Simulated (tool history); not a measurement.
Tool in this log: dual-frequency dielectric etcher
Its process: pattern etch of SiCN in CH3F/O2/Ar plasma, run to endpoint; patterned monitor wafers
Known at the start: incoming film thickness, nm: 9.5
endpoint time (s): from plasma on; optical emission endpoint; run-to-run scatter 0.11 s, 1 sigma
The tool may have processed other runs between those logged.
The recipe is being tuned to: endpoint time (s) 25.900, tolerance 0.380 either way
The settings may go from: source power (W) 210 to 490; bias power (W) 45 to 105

| run | day | source power (W) | bias power (W) | endpoint time (s) |
|---|---|---|---|---|
| 1 | 0.000 | 350 | 75 | 29.769 |
| 2 | 0.267 | 350 | 68 | 30.600 |
| 3 | 0.304 | 320 | 68 | 31.230 |
| 4 | 0.362 | 320 | 76 | 29.980 |
| 5 | 0.658 | 260 | 76 | 31.801 |
| 6 | 0.988 | 300 | 76 | 30.709 |
| 7 | 1.312 | 370 | 81 | 28.521 |
| 8 | 1.579 | 390 | 82 | 27.909 |
| 9 | 1.825 | 410 | 83 | 27.655 |

Pick the move, out of 4, that brings all results within their allowed miss; only one does.
| A | 2.071 | 430 | 95 | ? |
| B | 2.071 | 390 | 81 | ? |
| C | 2.071 | 330 | 68 | ? |
| D | 2.071 | 350 | 77 | ? |

| move | endpoint time (s) |
|---|---|
| A | 26.217 |
| B | 28.353 |
| C | 31.283 |
| D | 29.643 |
A: meets every target
B: further off than the last run
C: further off than the last run
D: further off than the last run
Answer: A

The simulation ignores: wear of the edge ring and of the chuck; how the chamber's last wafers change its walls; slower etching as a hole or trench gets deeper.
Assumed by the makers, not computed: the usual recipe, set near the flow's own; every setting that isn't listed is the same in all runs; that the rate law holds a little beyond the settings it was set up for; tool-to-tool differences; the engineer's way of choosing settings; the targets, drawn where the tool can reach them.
